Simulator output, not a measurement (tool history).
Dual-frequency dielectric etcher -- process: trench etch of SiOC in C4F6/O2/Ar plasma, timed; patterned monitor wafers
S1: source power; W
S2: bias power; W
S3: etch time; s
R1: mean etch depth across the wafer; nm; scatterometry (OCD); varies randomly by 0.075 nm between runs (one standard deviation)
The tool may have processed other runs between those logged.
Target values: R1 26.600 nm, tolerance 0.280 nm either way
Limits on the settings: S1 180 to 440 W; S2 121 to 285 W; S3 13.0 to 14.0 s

run 1 hour=0.0 | S1=310 S2=203 S3=14.0 | R1=28.027
run 2 hour=4.9 | S1=310 S2=218 S3=14.0 | R1=28.702
run 3 hour=9.5 | S1=290 S2=217 S3=14.0 | R1=27.909
run 4 hour=18.5 | S1=280 S2=217 S3=14.0 | R1=27.788
run 5 hour=27.2 | S1=270 S2=216 S3=14.0 | R1=27.138
run 6 hour=29.1 | S1=300 S2=216 S3=14.0 | R1=28.134
run 7 hour=31.0 | S1=290 S2=215 S3=14.0 | R1=27.921
run 8 hour=33.9 | S1=280 S2=215 S3=14.0 | R1=27.411
run 9 hour=35.2 | S1=270 S2=215 S3=14.0 | R1=27.310

5 candidate next runs follow, results not yet known. Just one meets every target within its allowed miss. Identify it.
run A hour=36.5 | S1=260 S2=234 S3=13.5 | R1=?
run B hour=36.5 | S1=280 S2=190 S3=13.5 | R1=?
run C hour=36.5 | S1=250 S2=262 S3=13.0 | R1=?
run D hour=36.5 | S1=280 S2=218 S3=13.0 | R1=?
run E hour=36.5 | S1=310 S2=227 S3=13.5 | R1=?

move=A R1=26.472
move=B R1=25.704
move=C R1=25.962
move=D R1=25.657
move=E R1=27.912
A: every result within its allowed miss
B: carries the result that was furthest off beyond its target, to the other side
C: carries the result that was furthest off beyond its target, to the other side
D: carries the result that was furthest off beyond its target, to the other side
E: the biggest miss grows against the last run
The right move is A.

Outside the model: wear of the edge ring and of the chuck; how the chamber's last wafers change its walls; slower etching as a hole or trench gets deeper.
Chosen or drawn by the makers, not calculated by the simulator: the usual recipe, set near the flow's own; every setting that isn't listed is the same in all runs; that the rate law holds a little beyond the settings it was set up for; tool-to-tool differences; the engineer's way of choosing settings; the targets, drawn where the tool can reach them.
